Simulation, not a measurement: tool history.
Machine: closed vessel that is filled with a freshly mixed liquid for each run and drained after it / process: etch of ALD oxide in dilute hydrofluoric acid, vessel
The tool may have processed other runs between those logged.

| run | hour | temperature setpoint of the liquid (C) | parts of water to one part of 49 % hydrofluoric acid (parts by volume) | time in the liquid (s) | thickness taken off the ALD oxide on a monitor wafer (Å) |
|---|---|---|---|---|---|
| 1 | 0.0 | 21.0 | 90 | 95 | 239.96 |
| 2 | 4.5 | 21.0 | 90 | 105 | 264.76 |
| 3 | 13.1 | 21.0 | 105 | 105 | 222.74 |
| 4 | 14.7 | 21.0 | 105 | 95 | 202.12 |
| 5 | 22.9 | 20.5 | 105 | 95 | 195.79 |
| 6 | 28.3 | 20.0 | 105 | 95 | 193.63 |
| 7 | 31.2 | 19.5 | 105 | 95 | 189.43 |

Estimate the outcome of run 8 from the log above:
| 8 | 33.8 | 18.0 | 115 | 95 | ? |

{"run 8": {"thickness taken off the ALD oxide on a monitor wafer (Å)": 160.65}}
